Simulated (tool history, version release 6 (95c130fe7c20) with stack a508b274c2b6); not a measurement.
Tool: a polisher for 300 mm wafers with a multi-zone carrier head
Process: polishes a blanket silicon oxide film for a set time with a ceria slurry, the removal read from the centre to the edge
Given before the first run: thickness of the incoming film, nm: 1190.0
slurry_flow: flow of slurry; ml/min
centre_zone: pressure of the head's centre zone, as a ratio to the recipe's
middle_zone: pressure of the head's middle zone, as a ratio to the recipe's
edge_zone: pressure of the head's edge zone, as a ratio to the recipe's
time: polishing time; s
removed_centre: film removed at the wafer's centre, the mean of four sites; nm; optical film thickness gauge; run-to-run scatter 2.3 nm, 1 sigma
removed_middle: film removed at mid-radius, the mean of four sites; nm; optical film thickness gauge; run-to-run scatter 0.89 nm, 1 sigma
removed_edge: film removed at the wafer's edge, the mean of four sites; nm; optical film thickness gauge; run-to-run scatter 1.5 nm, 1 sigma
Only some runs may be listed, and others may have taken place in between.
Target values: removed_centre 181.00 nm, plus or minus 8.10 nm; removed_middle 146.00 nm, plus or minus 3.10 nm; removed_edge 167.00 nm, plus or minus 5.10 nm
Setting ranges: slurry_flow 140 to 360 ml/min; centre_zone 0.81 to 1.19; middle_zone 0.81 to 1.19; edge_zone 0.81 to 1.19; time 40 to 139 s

run    day  slurry_flow  centre_zone  middle_zone  edge_zone  time  removed_centre  removed_middle  removed_edge
  1  0.000          230         1.00         1.00       1.00    89          289.12          277.50        289.80
  2  0.033          220         1.00         0.97       0.97    82          254.95          248.08        266.28
  3  0.346          225         1.03         0.95       0.95    74          241.30          221.31        239.35
  4  0.525          225         1.04         0.93       0.93    69          224.27          201.17        220.81
  5  0.675          220         1.05         0.91       0.91    66          214.42          192.73        209.13
  6  0.808          215         1.06         0.89       0.90    63          211.33          178.64        201.29
  7  0.908          210         1.06         0.88       0.88    61          201.89          171.49        190.45
  8  1.071          200         1.06         0.87       0.87    60          193.45          165.61        185.40
  9  1.283          190         1.07         0.86       0.86    60          193.70          164.20        186.19
 10  1.429          190         1.07         0.85       0.85    59          192.26          160.78        180.12
 11  1.800          185         1.07         0.84       0.84    58          186.55          156.60        178.47
 12  2.017          185         1.07         0.84       0.84    58          182.44          154.27        177.50
 13  2.158          185         1.08         0.84       0.83    57          184.39          153.40        170.17
 14  2.321          180         1.08         0.83       0.83    57          181.93          150.14        173.64
 15  2.525          180         1.09         0.83       0.83    57          185.12          151.44        173.06
 16  2.788          175         1.09         0.83       0.83    57          182.99          150.62        173.19

4 candidate next runs follow, results not yet known. Just one meets every target within its allowed miss. Identify it.
  A  3.050          185         1.10         0.83       0.84    55               ?               ?             ?
  B  3.050          145         1.00         0.88       0.83    59               ?               ?             ?
  C  3.050          145         1.07         0.93       0.81    57               ?               ?             ?
  D  3.050          140         1.06         0.81       0.86    59               ?               ?             ?

move  removed_centre  removed_middle  removed_edge
   A          182.15          146.08        167.75
   B          177.63          159.47        175.79
   C          179.93          160.53        168.45
   D          184.07          149.43        177.43
A: meets every target
B: misses by more than the last run did
C: misses by more than the last run did
D: misses by more than the last run did
A is the move that brings every result within its allowed miss.
